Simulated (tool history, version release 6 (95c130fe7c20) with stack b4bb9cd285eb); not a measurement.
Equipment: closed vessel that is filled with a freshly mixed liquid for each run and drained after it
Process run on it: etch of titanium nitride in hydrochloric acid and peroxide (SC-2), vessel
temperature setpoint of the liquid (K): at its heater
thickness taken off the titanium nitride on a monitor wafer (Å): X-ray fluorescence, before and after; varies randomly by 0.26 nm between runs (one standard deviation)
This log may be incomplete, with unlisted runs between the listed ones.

| run | hour | temperature setpoint of the liquid (K) | parts of water to one part each of 37 % hydrochloric acid and 30 % peroxide (parts by volume) | time in the liquid (s) | thickness taken off the titanium nitride on a monitor wafer (Å) |
|---|---|---|---|---|---|
| 1 | 0 | 331.15 | 5 | 585 | 512.31 |
| 2 | 9.1 | 331.65 | 5 | 585 | 529.81 |
| 3 | 12.4 | 324.65 | 5 | 585 | 338.57 |
| 4 | 15.8 | 326.15 | 5 | 585 | 371.24 |
| 5 | 17.3 | 327.65 | 5 | 585 | 408.96 |
| 6 | 21.4 | 322.65 | 5 | 585 | 294.61 |
| 7 | 26.7 | 324.65 | 5 | 585 | 337.53 |

Forecast run 8:
| 8 | 28.3 | 332.65 | 5 | 585 | ? |

thickness taken off the titanium nitride on a monitor wafer (Å): 561.83
